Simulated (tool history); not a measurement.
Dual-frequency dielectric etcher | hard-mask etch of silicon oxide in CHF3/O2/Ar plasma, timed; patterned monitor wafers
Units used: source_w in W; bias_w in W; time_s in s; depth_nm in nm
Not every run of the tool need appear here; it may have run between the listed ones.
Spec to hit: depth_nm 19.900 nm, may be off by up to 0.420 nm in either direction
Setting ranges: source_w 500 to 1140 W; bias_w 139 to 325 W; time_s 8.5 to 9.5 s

| run | day | source_w | bias_w | time_s | depth_nm |
|---|---|---|---|---|---|
| 1 | 0.000 | 820 | 232 | 9.5 | 21.753 |
| 2 | 0.200 | 920 | 232 | 9.5 | 22.406 |
| 3 | 0.388 | 920 | 271 | 9.5 | 23.450 |
| 4 | 0.683 | 920 | 304 | 9.5 | 24.332 |
| 5 | 0.800 | 850 | 292 | 9.5 | 23.356 |
| 6 | 1.038 | 850 | 325 | 9.5 | 24.059 |
|  | 1.258 | bias power generator calibrated |
| 7 | 1.258 | 790 | 315 | 9.5 | 23.142 |
| 8 | 1.317 | 740 | 309 | 9.5 | 22.430 |
| 9 | 1.371 | 700 | 305 | 9.5 | 21.854 |
| 10 | 1.508 | 670 | 302 | 9.5 | 21.664 |
| 11 | 1.642 | 640 | 298 | 9.5 | 21.106 |
| 12 | 1.708 | 620 | 296 | 9.5 | 21.045 |
| 13 | 1.783 | 600 | 294 | 9.5 | 20.423 |
| 14 | 2.062 | 590 | 293 | 9.5 | 20.332 |

Of the 4 settings listed for the next run, only one would bring every result within its allowed miss of target. Which one?
| A | 2.342 | 590 | 308 | 9.5 | ? |
| B | 2.342 | 610 | 299 | 9.5 | ? |
| C | 2.342 | 510 | 325 | 9.5 | ? |
| D | 2.342 | 640 | 294 | 9.5 | ? |

| move | depth_nm |
|---|---|
| A | 20.928 |
| B | 21.018 |
| C | 20.116 |
| D | 21.303 |
A: moves away from the targets compared with the last run
B: moves away from the targets compared with the last run
C: every result within its allowed miss
D: moves away from the targets compared with the last run
C is the move that brings every result within its allowed miss.
